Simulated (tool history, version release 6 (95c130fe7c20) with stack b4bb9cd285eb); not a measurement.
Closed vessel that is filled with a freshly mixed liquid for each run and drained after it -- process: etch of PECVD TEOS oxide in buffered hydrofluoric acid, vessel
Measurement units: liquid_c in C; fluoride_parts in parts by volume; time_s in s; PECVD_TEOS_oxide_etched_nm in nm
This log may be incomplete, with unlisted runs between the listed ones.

run	day	liquid_c	fluoride_parts	time_s	PECVD_TEOS_oxide_etched_nm
1	0	24	16	30	26.634
2	0.142	24	11.5	30	36.542
3	0.233	26.5	10	30	47.629
4	0.342	23.5	10	30	40.602
5	0.379	26	9	30	50.815
6	0.683	27.5	8.5	30	57.213
# day 0.775: hydrofluoric acid flow meter replaced
7	0.775	29	8	30	72.166
8	0.833	29.5	8	30	73.02
9	1.138	30	8	30	74.303

The next listed run, before its measurement:
10	1.396	30.5	8	30	?

Run 10 yielded PECVD_TEOS_oxide_etched_nm 77.162 nm.
